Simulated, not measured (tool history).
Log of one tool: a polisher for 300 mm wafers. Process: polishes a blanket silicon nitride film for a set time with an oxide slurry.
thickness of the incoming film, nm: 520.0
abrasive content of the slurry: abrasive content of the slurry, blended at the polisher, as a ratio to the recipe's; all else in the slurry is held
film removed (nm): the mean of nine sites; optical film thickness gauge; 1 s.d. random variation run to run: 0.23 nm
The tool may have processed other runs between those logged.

run  hour  flow of slurry (ml/min)  pressure of the wafer on the pad (kPa)  speed of the pad under the wafer (m/s)  abrasive content of the slurry  polishing time (s)  film removed (nm)
  1   0.0                      235                                    22.8                                    1.02                             1.0                  51             27.506
  2   6.4                      235                                    19.3                                    1.02                             1.0                  51             23.541
  3  13.6                      235                                    24.1                                    1.02                             1.0                  51             29.101
  4  21.6                      235                                    24.1                                    0.86                             1.0                  51             25.947
  5  26.6                      235                                    24.1                                    0.78                             1.0                  51             24.517
  6  34.8                      240                                    25.5                                    0.78                             1.0                  51             25.771
  7  39.5                      240                                    26.2                                    0.78                             1.0                  51             26.739

What will run 8 give?
  8  43.0                      240                                    26.9                                    0.78                             1.0                  51                  ?

For run 8 the tool returned film removed (nm) 27.045.

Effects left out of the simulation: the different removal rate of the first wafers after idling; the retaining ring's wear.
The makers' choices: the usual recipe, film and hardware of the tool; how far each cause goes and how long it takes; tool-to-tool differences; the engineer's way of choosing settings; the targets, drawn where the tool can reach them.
